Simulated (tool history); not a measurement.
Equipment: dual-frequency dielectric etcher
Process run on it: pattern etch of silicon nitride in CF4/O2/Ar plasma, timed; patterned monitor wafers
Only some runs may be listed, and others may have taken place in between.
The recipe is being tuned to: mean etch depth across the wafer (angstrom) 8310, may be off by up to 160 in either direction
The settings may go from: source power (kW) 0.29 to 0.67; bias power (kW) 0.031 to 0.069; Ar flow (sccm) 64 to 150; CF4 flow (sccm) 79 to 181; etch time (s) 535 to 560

run,hour,source power (kW),bias power (kW),Ar flow (sccm),CF4 flow (sccm),etch time (s),mean etch depth across the wafer (angstrom)
1,0,0.48,0.05,107,130,535,9224
2,8.3,0.48,0.045,107,130,535,9138.6
3,12.5,0.48,0.045,107,146,535,9203.3
4,13.3,0.48,0.051,107,146,535,9488.7
5,21.9,0.48,0.051,107,159,535,9630.6
6,27.4,0.45,0.051,107,159,535,9153.8
7,34.1,0.43,0.051,107,159,535,8872.3
8,37.7,0.42,0.051,107,159,535,8794.1
9,40.3,0.41,0.051,107,159,535,8624.4
10,46.5,0.4,0.051,107,159,535,8570.8

5 candidate next runs follow, results not yet known. Just one meets every target within its allowed miss. Identify it.
A,52.7,0.39,0.056,112,170,547,?
B,52.7,0.41,0.046,121,156,560,?
C,52.7,0.33,0.048,91,181,547,?
D,52.7,0.38,0.047,98,156,541,?
E,52.7,0.4,0.049,117,179,553.5,?

move,mean etch depth across the wafer (angstrom)
A,8739
B,8693.5
C,7835.4
D,8225.3
E,8717.3
A: further off than the last run
B: further off than the last run
C: pushes the last run's worst result past its target
D: every result lands within tolerance
E: further off than the last run
D is the move that brings every result within its allowed miss.

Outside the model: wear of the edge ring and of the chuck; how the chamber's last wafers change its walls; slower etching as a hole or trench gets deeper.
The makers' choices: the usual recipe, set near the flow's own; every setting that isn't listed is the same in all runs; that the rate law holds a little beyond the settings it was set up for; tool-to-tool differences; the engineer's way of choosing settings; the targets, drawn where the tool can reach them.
